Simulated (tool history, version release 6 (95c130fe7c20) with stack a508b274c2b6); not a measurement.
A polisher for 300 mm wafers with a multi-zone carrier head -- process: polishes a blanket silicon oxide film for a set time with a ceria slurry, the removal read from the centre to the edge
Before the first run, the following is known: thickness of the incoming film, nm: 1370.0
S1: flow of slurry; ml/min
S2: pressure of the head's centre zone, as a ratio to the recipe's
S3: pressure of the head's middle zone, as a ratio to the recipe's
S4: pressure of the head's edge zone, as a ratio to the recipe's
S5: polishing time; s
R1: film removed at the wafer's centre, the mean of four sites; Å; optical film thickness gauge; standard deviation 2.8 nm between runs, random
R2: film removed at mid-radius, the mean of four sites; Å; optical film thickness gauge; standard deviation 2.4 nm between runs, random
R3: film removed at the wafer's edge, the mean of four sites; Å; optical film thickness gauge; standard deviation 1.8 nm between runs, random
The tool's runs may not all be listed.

run,hour,S1,S2,S3,S4,S5,R1,R2,R3
1,0,220,1,1,1,37,1719.9,1729.2,1644.5
2,2.5,220,1,1,1,34,1600.4,1579.1,1526
3,3.4,225,1.02,0.99,1.02,36,1717.2,1658.4,1623.1
4,7.1,230,1.04,0.98,1.04,38,1859.2,1733.3,1747.1
5,12.8,210,1.04,0.98,1.04,38,1837.2,1728.3,1758
6,20.1,210,1.06,0.98,1.05,39,1926.5,1767.4,1795.6
7,21.2,210,1.07,0.98,1.06,40,1981.5,1831.1,1832.9

Expected results for the next run?
8,28.2,215,1.08,0.97,1.07,41,?,?,?

Run 8 yielded R1 2021.5 Å, R2 1853.7 Å, R3 1886.1 Å.
